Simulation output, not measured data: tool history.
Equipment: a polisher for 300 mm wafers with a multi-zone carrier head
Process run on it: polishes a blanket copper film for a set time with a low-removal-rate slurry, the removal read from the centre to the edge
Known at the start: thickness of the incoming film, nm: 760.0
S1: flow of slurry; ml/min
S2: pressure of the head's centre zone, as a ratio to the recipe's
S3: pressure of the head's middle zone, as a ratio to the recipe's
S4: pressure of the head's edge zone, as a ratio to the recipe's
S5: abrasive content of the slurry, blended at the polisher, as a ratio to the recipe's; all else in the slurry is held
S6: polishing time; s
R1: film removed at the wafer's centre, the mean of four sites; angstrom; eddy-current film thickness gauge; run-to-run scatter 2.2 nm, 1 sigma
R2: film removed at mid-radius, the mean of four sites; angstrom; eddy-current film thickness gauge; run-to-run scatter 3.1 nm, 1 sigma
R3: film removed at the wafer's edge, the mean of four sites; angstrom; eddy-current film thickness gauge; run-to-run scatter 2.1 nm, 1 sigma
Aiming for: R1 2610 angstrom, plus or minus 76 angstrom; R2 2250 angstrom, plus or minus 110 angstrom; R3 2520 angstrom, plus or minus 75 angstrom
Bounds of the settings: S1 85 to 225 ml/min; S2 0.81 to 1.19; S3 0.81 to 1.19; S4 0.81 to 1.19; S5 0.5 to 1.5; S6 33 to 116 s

| run | day | S1 | S2 | S3 | S4 | S5 | S6 | R1 | R2 | R3 |
|---|---|---|---|---|---|---|---|---|---|---|
| 1 | 0 | 145 | 1 | 1 | 1 | 1 | 74 | 3141.8 | 3195.2 | 3184.6 |
| 2 | 0.029 | 145 | 1 | 0.96 | 1 | 1 | 74 | 3177 | 3101.3 | 3160.9 |
| 3 | 0.342 | 145 | 1 | 0.96 | 1 | 0.8 | 74 | 2976.5 | 2982.1 | 3052.4 |
| 4 | 0.458 | 135 | 1.01 | 0.91 | 0.97 | 0.7 | 73 | 2866.7 | 2640 | 2922.8 |
| 5 | 0.65 | 135 | 1.01 | 0.91 | 0.97 | 0.6 | 73 | 2835.6 | 2611.2 | 2809.3 |
| 6 | 1.021 | 135 | 1.05 | 0.91 | 0.97 | 0.6 | 73 | 2911.2 | 2645.9 | 2796.5 |
| 7 | 1.062 | 125 | 1.04 | 0.9 | 0.94 | 0.55 | 72 | 2718.8 | 2493.2 | 2700.9 |
| 8 | 1.346 | 105 | 1.08 | 0.86 | 0.85 | 0.5 | 70 | 2623 | 2183.6 | 2404.2 |
| 9 | 1.533 | 105 | 1.07 | 0.86 | 0.87 | 0.5 | 70 | 2624.3 | 2168.6 | 2417.3 |
| 10 | 1.838 | 105 | 1.06 | 0.86 | 0.88 | 0.5 | 70 | 2538.8 | 2163.7 | 2410 |
| 11 | 2.025 | 110 | 1.06 | 0.86 | 0.89 | 0.5 | 70 | 2620.8 | 2261.5 | 2434 |

Consider the 4 candidate settings below. Which is the only one whose results all fall within their allowed miss of target?
| A | 2.212 | 95 | 1.06 | 0.89 | 0.84 | 0.75 | 67 | ? | ? | ? |
| B | 2.212 | 130 | 1.07 | 0.94 | 0.89 | 0.5 | 66 | ? | ? | ? |
| C | 2.212 | 165 | 0.99 | 0.81 | 0.9 | 0.5 | 68 | ? | ? | ? |
| D | 2.212 | 150 | 1.1 | 0.87 | 0.82 | 0.5 | 64 | ? | ? | ? |

| move | R1 | R2 | R3 |
|---|---|---|---|
| A | 2563 | 2267.1 | 2349.4 |
| B | 2618.6 | 2375.8 | 2353.8 |
| C | 2658.4 | 2269.5 | 2525.2 |
| D | 2687.2 | 2224.8 | 2249 |
A: the biggest miss grows against the last run
B: the biggest miss grows against the last run
C: all results in spec
D: the biggest miss grows against the last run
Answer: C
